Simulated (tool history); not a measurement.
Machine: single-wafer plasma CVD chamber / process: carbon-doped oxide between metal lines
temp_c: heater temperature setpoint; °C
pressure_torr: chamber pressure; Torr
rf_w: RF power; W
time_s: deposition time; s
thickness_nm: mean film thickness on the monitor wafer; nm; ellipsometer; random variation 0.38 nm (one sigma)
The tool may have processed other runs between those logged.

run  hour  temp_c  pressure_torr  rf_w  time_s  thickness_nm
  1     0     370            4.1   420    17.5        81.022
  2   2.1     370           3.71   420    17.5        79.335
  3   6.5     370           3.18   420    17.5        77.355
  4  10.9     372           2.94   410    17.5        75.726
  5  19.5     372            3.3   410    17.5        76.441
  6  20.2     372            3.3   410    16.6        72.992
  7  23.2     372            3.3   410    16.6        73.541

Predict the results of run 8:
  8  29.3     373           3.08   405    16.6             ?

{"run 8": {"thickness_nm": 71.093}}
